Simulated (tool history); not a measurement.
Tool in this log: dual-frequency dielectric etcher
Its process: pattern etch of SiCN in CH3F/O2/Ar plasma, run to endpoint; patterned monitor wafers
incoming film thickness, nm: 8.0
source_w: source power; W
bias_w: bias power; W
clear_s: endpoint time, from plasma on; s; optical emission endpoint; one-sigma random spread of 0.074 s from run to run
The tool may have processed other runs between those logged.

run	hour	source_w	bias_w	clear_s
1	0	410	102	17.656
2	5.1	410	119	16.801
3	9.7	450	119	16.35
4	15.8	450	128	16.053
# hour 21.5: bias power generator calibrated
5	21.5	430	122	16.236
6	22.6	480	122	15.823
7	27.8	460	117	16.248

What will run 8 give?
8	35.9	440	113	?

clear_s: 16.647 s
